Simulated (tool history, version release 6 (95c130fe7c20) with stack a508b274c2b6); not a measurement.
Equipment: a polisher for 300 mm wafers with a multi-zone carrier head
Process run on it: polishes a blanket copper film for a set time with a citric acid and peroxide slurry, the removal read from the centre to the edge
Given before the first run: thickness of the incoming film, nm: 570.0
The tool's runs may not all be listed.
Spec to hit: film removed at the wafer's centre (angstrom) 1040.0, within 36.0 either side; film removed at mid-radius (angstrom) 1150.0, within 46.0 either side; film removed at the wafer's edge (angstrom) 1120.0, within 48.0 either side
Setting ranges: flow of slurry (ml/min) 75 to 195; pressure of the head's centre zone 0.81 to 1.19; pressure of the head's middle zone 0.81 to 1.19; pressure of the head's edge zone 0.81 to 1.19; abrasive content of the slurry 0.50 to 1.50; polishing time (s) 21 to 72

run    day  flow of slurry (ml/min)  pressure of the head's centre zone  pressure of the head's middle zone  pressure of the head's edge zone  abrasive content of the slurry  polishing time (s)  film removed at the wafer's centre (angstrom)  film removed at mid-radius (angstrom)  film removed at the wafer's edge (angstrom)
  1  0.000                      125                                1.00                                1.00                              1.00                            1.00                  46                                         1221.3                                 1198.4                                       1176.4
  2  0.121                      115                                0.98                                1.01                              1.00                            1.00                  46                                         1177.7                                 1161.8                                       1170.5
  3  0.262                      115                                0.98                                1.01                              1.04                            1.00                  46                                         1183.0                                 1155.6                                       1214.4
  4  0.550                      115                                0.98                                1.01                              1.04                            1.00                  57                                         1433.6                                 1444.8                                       1460.9
  5  0.800                      115                                1.03                                1.01                              1.04                            1.00                  57                                         1521.8                                 1461.1                                       1434.7
  6  0.938                      115                                1.03                                1.05                              1.04                            1.00                  57                                         1528.5                                 1476.5                                       1480.0
  7  1.050                      105                                0.98                                1.01                              1.00                            0.85                  56                                         1371.7                                 1347.0                                       1342.6
  8  1.312                      100                                0.93                                1.01                              0.96                            0.75                  55                                         1212.9                                 1288.6                                       1272.5
  9  1.350                       95                                0.91                                1.00                              0.93                            0.70                  55                                         1151.7                                 1236.9                                       1221.4
 10  1.583                       90                                0.90                                1.00                              0.91                            0.65                  55                                         1100.3                                 1201.5                                       1207.8

Exercise: of the 4 proposed moves below, exactly one satisfies all targets within the stated allowed misses. Which move is it?
  A  1.817                       85                                0.92                                1.04                              0.89                            0.70                  52                                              ?                                      ?                                            ?
  B  1.817                       75                                0.86                                0.97                              0.92                            0.75                  61                                              ?                                      ?                                            ?
  C  1.817                      100                                0.91                                0.98                              0.96                            0.55                  58                                              ?                                      ?                                            ?
  D  1.817                       80                                0.85                                0.90                              0.93                            0.65                  64                                              ?                                      ?                                            ?

move  film removed at the wafer's centre (angstrom)  film removed at mid-radius (angstrom)  film removed at the wafer's edge (angstrom)
   A                                         1046.5                                 1154.3                                       1109.5
   B                                         1096.2                                 1224.6                                       1287.4
   C                                         1189.4                                 1249.1                                       1270.1
   D                                         1148.8                                 1213.0                                       1349.3
A: all results in spec
B: moves away from the targets compared with the last run
C: moves away from the targets compared with the last run
D: moves away from the targets compared with the last run
The move that meets every target is A.
